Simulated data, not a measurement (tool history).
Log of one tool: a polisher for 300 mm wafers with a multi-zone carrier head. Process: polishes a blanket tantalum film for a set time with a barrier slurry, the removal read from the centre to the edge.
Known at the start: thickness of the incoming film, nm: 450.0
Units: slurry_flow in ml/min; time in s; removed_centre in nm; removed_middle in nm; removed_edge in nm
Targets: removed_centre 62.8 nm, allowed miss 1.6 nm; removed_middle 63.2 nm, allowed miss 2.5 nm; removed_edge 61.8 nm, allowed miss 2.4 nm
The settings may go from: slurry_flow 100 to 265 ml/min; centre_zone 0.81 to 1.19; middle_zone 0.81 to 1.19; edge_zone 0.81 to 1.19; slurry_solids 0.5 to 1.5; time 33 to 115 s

Run 1, hour 0: slurry_flow 170 ml/min, centre_zone 1, middle_zone 1, edge_zone 1, slurry_solids 1, time 73 s. Result: removed_centre 84.528 nm, removed_middle 80.635 nm, removed_edge 84.707 nm.
Run 2, hour 5.9: slurry_flow 170 ml/min, centre_zone 1, middle_zone 1.06, edge_zone 1, slurry_solids 1, time 73 s. Result: removed_centre 84.397 nm, removed_middle 86.775 nm, removed_edge 84.098 nm.
Run 3, hour 11.1: slurry_flow 170 ml/min, centre_zone 1, middle_zone 1.13, edge_zone 1, slurry_solids 1, time 73 s. Result: removed_centre 85.42 nm, removed_middle 89.981 nm, removed_edge 83.766 nm.
Run 4, hour 18.7: slurry_flow 170 ml/min, centre_zone 0.92, middle_zone 1.13, edge_zone 1, slurry_solids 1, time 73 s. Result: removed_centre 80.077 nm, removed_middle 89.449 nm, removed_edge 82.891 nm.
Run 5, hour 26.6: slurry_flow 170 ml/min, centre_zone 0.92, middle_zone 1.13, edge_zone 1, slurry_solids 1, time 57 s. Result: removed_centre 62.457 nm, removed_middle 69.605 nm, removed_edge 65.295 nm.
Run 6, hour 34.8: slurry_flow 170 ml/min, centre_zone 0.92, middle_zone 1.07, edge_zone 1, slurry_solids 1, time 57 s. Result: removed_centre 62.778 nm, removed_middle 68.203 nm, removed_edge 65.721 nm.
Run 7, hour 43.4: slurry_flow 170 ml/min, centre_zone 0.93, middle_zone 1.06, edge_zone 0.99, slurry_solids 1, time 57 s. Result: removed_centre 62.485 nm, removed_middle 66.49 nm, removed_edge 64.105 nm.
Run 8, hour 44.2: slurry_flow 170 ml/min, centre_zone 0.93, middle_zone 1.05, edge_zone 0.99, slurry_solids 1, time 57 s. Result: removed_centre 63.894 nm, removed_middle 67.285 nm, removed_edge 65.63 nm.
Run 9, hour 52.1: slurry_flow 170 ml/min, centre_zone 0.93, middle_zone 1.05, edge_zone 0.98, slurry_solids 1, time 57 s. Result: removed_centre 63.422 nm, removed_middle 67.144 nm, removed_edge 64.207 nm.
Run 10, hour 54.9: slurry_flow 170 ml/min, centre_zone 0.93, middle_zone 1.04, edge_zone 0.98, slurry_solids 1, time 57 s. Result: removed_centre 62.751 nm, removed_middle 66.842 nm, removed_edge 64.373 nm.
Run 11, hour 60.5: slurry_flow 170 ml/min, centre_zone 0.93, middle_zone 1.03, edge_zone 0.98, slurry_solids 1, time 57 s. Result: removed_centre 62.78 nm, removed_middle 64.909 nm, removed_edge 64.605 nm.
Run 12, hour 64.8: slurry_flow 170 ml/min, centre_zone 0.93, middle_zone 1.03, edge_zone 0.97, slurry_solids 1, time 57 s. Result: removed_centre 63.549 nm, removed_middle 64.838 nm, removed_edge 65.488 nm.

5 next moves are on the table. One of them brings every result within its allowed miss. Which?
Run A, hour 69.1: slurry_flow 185 ml/min, centre_zone 1.09, middle_zone 1.14, edge_zone 1.18, slurry_solids 0.75, time 55 s. Result: removed_centre ?, removed_middle ?, removed_edge ?.
Run B, hour 69.1: slurry_flow 140 ml/min, centre_zone 0.92, middle_zone 1.01, edge_zone 1.06, slurry_solids 1, time 58 s. Result: removed_centre ?, removed_middle ?, removed_edge ?.
Run C, hour 69.1: slurry_flow 230 ml/min, centre_zone 0.9, middle_zone 0.92, edge_zone 0.94, slurry_solids 0.7, time 67 s. Result: removed_centre ?, removed_middle ?, removed_edge ?.
Run D, hour 69.1: slurry_flow 195 ml/min, centre_zone 0.99, middle_zone 1.14, edge_zone 0.95, slurry_solids 0.9, time 56 s. Result: removed_centre ?, removed_middle ?, removed_edge ?.
Run E, hour 69.1: slurry_flow 170 ml/min, centre_zone 0.91, middle_zone 1.08, edge_zone 0.92, slurry_solids 1.05, time 56 s. Result: removed_centre ?, removed_middle ?, removed_edge ?.

move  removed_centre  removed_middle  removed_edge
   A          62.334          63.357        61.767
   B          61.158          64.199        66.594
   C           65.76          64.321        66.807
   D          63.932          69.905        61.026
   E          61.784          68.898        62.426
A: meets every target
B: further off than the last run
C: further off than the last run
D: brings the result that was furthest off to its target, and leaves another outside
E: brings the result that was furthest off to its target, and leaves another outside
The right move is A.

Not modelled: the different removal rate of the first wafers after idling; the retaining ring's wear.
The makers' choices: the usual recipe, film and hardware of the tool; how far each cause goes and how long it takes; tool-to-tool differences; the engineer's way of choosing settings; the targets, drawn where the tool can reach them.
